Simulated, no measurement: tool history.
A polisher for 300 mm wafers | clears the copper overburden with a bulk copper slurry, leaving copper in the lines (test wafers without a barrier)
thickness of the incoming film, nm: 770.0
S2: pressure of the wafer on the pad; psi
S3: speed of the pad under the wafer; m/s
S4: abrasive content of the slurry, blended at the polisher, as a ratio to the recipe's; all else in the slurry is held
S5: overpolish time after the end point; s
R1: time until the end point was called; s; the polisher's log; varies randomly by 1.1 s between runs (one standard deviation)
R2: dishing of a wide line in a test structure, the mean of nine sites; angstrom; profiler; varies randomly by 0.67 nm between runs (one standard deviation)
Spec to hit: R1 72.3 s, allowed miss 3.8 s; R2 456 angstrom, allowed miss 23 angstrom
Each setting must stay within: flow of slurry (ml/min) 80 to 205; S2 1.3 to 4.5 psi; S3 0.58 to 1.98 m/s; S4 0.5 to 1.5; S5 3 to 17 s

run 1 hour=0 | flow_of_slurry_(ml/min)=135 S2=2.9 S3=1.28 S4=1 S5=9 | R1=59.216 R2=693.22
run 2 hour=7 | flow_of_slurry_(ml/min)=135 S2=2.9 S3=1.28 S4=1.1 S5=9 | R1=57.391 R2=728.73
run 3 hour=14.2 | flow_of_slurry_(ml/min)=135 S2=2.9 S3=1.28 S4=1.1 S5=12 | R1=59.224 R2=862.08
run 4 hour=15.2 | flow_of_slurry_(ml/min)=135 S2=2.9 S3=1.28 S4=1.1 S5=8 | R1=60.641 R2=666.07
run 5 hour=20.3 | flow_of_slurry_(ml/min)=135 S2=2.6 S3=1.28 S4=1.1 S5=8 | R1=67.335 R2=608.1
run 6 hour=25.5 | flow_of_slurry_(ml/min)=135 S2=2.6 S3=1.28 S4=0.95 S5=8 | R1=64.916 R2=585.23
run 7 hour=26.5 | flow_of_slurry_(ml/min)=135 S2=2.5 S3=1.28 S4=0.9 S5=8 | R1=70.513 R2=582.35
run 8 hour=29.2 | flow_of_slurry_(ml/min)=135 S2=2.5 S3=1.28 S4=0.9 S5=7 | R1=70.543 R2=517.43

Next run, 4 choices. One meets every target within its allowed miss, the rest don't. Which?
run A hour=31.9 | flow_of_slurry_(ml/min)=125 S2=2.3 S3=1.38 S4=0.85 S5=6 | R1=? R2=?
run B hour=31.9 | flow_of_slurry_(ml/min)=125 S2=2.1 S3=1.36 S4=0.8 S5=8 | R1=? R2=?
run C hour=31.9 | flow_of_slurry_(ml/min)=165 S2=2 S3=1.46 S4=1.1 S5=7 | R1=? R2=?
run D hour=31.9 | flow_of_slurry_(ml/min)=125 S2=2.7 S3=0.98 S4=0.9 S5=8 | R1=? R2=?

move=A R1=71.648 R2=461.44
move=B R1=79.926 R2=524.04
move=C R1=71.778 R2=511.2
move=D R1=83.961 R2=517.88
A: in spec on every target
B: moves away from the targets compared with the last run
C: an improvement on the last run, though not all results are within tolerance
D: moves away from the targets compared with the last run
The move that meets every target is A.
